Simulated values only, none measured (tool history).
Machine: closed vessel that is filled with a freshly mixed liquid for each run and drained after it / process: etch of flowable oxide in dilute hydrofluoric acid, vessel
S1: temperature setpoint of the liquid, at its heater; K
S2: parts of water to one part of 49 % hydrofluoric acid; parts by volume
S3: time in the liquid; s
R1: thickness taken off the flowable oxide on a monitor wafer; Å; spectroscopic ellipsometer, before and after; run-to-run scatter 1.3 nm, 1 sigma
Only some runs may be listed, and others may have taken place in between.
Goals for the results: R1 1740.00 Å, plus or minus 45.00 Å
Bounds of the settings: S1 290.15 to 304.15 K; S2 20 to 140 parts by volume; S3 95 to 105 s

run  hour      S1  S2  S3       R1
  1   0.0  296.15  75  95   692.41
  2   4.6  296.15  65  95   812.42
  3  12.2  296.15  65  95   808.79
  4  14.2  298.15  55  95  1058.80
  5  15.6  299.65  50  95  1255.20
  6  23.9  297.65  50  95  1135.20
  7  31.5  299.65  50  95  1247.00
  8  32.7  301.15  50  95  1312.00
  9  39.6  302.15  45  95  1529.00
 10  47.4  304.15  45  95  1671.80
 11  54.4  304.15  40  95  1873.60
 12  56.9  303.65  40  95  1864.90
 13  63.2  303.15  40  95  1805.70

Exercise: of the 4 proposed moves below, exactly one satisfies all targets within the stated allowed misses. Which move is it?
  A  69.5  303.15  40  100   ?
  B  69.5  302.65  40  105   ?
  C  69.5  304.15  45  105   ?
  D  69.5  304.15  45  100   ?

move       R1
   A  1900.70
   B  1956.60
   C  1830.80
   D  1743.60
A: lands further from the targets than the last run did
B: lands further from the targets than the last run did
C: lands further from the targets than the last run did
D: all results land within tolerance of their targets
D is the move that brings every result within its allowed miss.
